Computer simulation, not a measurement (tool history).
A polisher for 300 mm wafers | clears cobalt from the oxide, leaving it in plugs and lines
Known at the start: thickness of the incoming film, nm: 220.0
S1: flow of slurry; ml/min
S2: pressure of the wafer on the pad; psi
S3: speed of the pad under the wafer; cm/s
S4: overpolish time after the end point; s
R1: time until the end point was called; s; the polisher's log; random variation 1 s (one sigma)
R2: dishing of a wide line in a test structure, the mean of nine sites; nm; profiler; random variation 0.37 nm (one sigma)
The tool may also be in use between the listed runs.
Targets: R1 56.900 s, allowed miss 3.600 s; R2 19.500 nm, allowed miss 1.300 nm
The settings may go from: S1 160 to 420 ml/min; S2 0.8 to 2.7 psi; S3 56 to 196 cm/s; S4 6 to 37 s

run	hour	S1	S2	S3	S4	R1	R2
1	0.0	270	1.7	126	19	38.907	46.304
2	5.4	305	1.7	126	19	37.790	47.329
3	14.1	285	1.6	126	17	41.259	45.048
4	22.9	285	1.2	126	17	53.541	40.693
5	28.1	250	1.2	126	17	53.393	41.780
6	35.0	250	1.2	126	11	53.488	31.409
7	37.6	235	1.3	120	10	53.196	29.916
8	45.5	225	1.4	112	9	54.196	28.792
9	49.0	215	1.5	104	9	52.192	26.949
10	52.5	205	1.5	98	9	57.867	27.507
11	58.6	280	1.0	122	6	68.134	17.130
12	61.6	280	1.0	122	6	66.446	17.382

4 next moves are on the table. One of them brings every result within its allowed miss. Which?
A	64.6	350	1.1	126	6	?	?
B	64.6	295	0.9	138	8	?	?
C	64.6	285	1.3	126	7	?	?
D	64.6	335	1.3	134	6	?	?

move	R1	R2
A	57.494	18.978
B	64.828	21.655
C	49.925	23.805
D	46.398	22.404
A: meets every target
B: nearer than the last run, and not there yet
C: takes the result that was furthest off past its target
D: takes the result that was furthest off past its target
Move A is the one to make.
